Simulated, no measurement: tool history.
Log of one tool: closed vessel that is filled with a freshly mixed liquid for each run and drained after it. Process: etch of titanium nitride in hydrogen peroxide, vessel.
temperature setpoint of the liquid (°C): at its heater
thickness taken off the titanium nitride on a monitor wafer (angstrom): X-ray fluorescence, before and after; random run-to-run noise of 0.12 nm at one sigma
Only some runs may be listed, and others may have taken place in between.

| run | hour | temperature setpoint of the liquid (°C) | concentration of hydrogen peroxide in the mixed liquid (% by weight) | time in the liquid (s) | thickness taken off the titanium nitride on a monitor wafer (angstrom) |
|---|---|---|---|---|---|
| 1 | 0 | 47 | 18 | 510 | 217.34 |
| 2 | 6 | 47 | 15 | 510 | 209.71 |
| 3 | 7.4 | 47 | 18.5 | 510 | 220.35 |
| 4 | 10.4 | 48 | 18.5 | 510 | 237.24 |
| 5 | 11.6 | 49 | 18.5 | 510 | 252.69 |
| 6 | 17.5 | 49.5 | 18.5 | 510 | 263.47 |

Expected results for the next run?
|  | 24 | new drum of peroxide connected |
| 7 | 24 | 54.5 | 18.5 | 510 | ? |

{"run 7": {"thickness taken off the titanium nitride on a monitor wafer (angstrom)": 379.95}}

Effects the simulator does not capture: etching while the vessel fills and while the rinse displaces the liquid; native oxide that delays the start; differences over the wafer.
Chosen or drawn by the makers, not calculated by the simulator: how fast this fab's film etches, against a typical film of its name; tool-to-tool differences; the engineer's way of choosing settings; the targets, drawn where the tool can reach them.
